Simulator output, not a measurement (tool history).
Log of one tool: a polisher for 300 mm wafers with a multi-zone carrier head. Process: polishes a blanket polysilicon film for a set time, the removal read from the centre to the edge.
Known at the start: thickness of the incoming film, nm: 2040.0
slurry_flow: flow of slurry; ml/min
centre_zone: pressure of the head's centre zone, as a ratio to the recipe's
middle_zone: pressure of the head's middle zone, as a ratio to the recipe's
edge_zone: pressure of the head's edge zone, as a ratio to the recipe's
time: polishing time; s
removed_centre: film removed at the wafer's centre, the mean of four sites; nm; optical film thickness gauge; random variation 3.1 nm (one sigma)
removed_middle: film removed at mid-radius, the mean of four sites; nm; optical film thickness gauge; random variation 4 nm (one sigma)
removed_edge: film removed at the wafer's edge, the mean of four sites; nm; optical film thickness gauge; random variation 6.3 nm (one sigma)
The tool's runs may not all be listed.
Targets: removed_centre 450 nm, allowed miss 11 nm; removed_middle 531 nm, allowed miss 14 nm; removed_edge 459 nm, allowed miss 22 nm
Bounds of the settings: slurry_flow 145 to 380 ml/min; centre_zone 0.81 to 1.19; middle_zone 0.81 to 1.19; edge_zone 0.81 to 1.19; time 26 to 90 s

run	hour	slurry_flow	centre_zone	middle_zone	edge_zone	time	removed_centre	removed_middle	removed_edge
1	0	245	1	1	1	58	370.06	365.57	357.25
2	4	245	0.91	1	1	58	332.76	366.17	346.88
3	10.6	245	0.91	1	1.05	58	334.61	367.37	365.38
4	13.2	255	0.93	1.04	1.06	60	351.9	387.97	386.34
5	15	260	0.94	1.07	1.04	62	368.17	419.97	382.05
6	23.7	260	0.94	0.99	1.04	62	374.36	390.25	389.05
7	31.4	270	0.95	1.03	1.05	63	385.31	410.84	405.54
8	37.5	275	0.96	1.06	1.05	64	390.37	427.05	407.19
9	45.6	275	0.97	1.08	1.05	65	406.73	437.55	404.31
10	47.1	280	0.97	1.1	1.06	66	412.39	458.84	421.98
11	52.9	285	0.97	1.12	1.07	67	422.7	467	437.12
12	57.7	290	0.97	1.13	1.07	68	422.98	479.92	440.11
13	61.8	295	0.97	1.14	1.07	69	433.1	487.72	445.49

4 next moves are on the table. One of them brings every result within its allowed miss. Which?
A	65.9	335	0.86	1.01	1.19	75	?	?	?
B	65.9	280	0.95	1.16	1	73	?	?	?
C	65.9	325	1.07	1.04	1.12	63	?	?	?
D	65.9	350	0.96	1.17	1.17	75	?	?	?

move	removed_centre	removed_middle	removed_edge
A	423.48	490.44	503.28
B	445.7	523.85	447.42
C	440.6	420.05	410.5
D	475.26	554.99	500.13
A: nearer than the last run, and not there yet
B: meets every target
C: further off than the last run
D: takes the result that was furthest off past its target
Answer: B
